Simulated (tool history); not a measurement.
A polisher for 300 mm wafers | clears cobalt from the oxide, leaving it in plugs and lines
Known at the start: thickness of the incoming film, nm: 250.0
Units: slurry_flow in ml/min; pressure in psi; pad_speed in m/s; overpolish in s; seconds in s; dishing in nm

Run 1, day 0: slurry_flow 210 ml/min, pressure 1.7 psi, pad_speed 1.02 m/s, overpolish 25 s. Result: seconds 59.798 s, dishing 42.959 nm.
Run 2, day 0.221: slurry_flow 210 ml/min, pressure 1.5 psi, pad_speed 1.02 m/s, overpolish 25 s. Result: seconds 66.936 s, dishing 41.068 nm.
Run 3, day 0.454: slurry_flow 210 ml/min, pressure 1.4 psi, pad_speed 1.02 m/s, overpolish 28 s. Result: seconds 67.633 s, dishing 44.297 nm.
Run 4, day 0.625: slurry_flow 245 ml/min, pressure 1.4 psi, pad_speed 1.02 m/s, overpolish 28 s. Result: seconds 67.988 s, dishing 42.76 nm.
Run 5, day 0.833: slurry_flow 245 ml/min, pressure 1.4 psi, pad_speed 1.16 m/s, overpolish 28 s. Result: seconds 59.147 s, dishing 44.88 nm.
Run 6, day 0.858: slurry_flow 245 ml/min, pressure 1.3 psi, pad_speed 1.14 m/s, overpolish 29 s. Result: seconds 62.861 s, dishing 43.901 nm.

The next listed run, before its measurement:
Run 7, day 1.05: slurry_flow 245 ml/min, pressure 1.2 psi, pad_speed 1.12 m/s, overpolish 31 s. Result: seconds ?, dishing ?.

{"run 7": {"seconds": 68.857, "dishing": 44.476}}

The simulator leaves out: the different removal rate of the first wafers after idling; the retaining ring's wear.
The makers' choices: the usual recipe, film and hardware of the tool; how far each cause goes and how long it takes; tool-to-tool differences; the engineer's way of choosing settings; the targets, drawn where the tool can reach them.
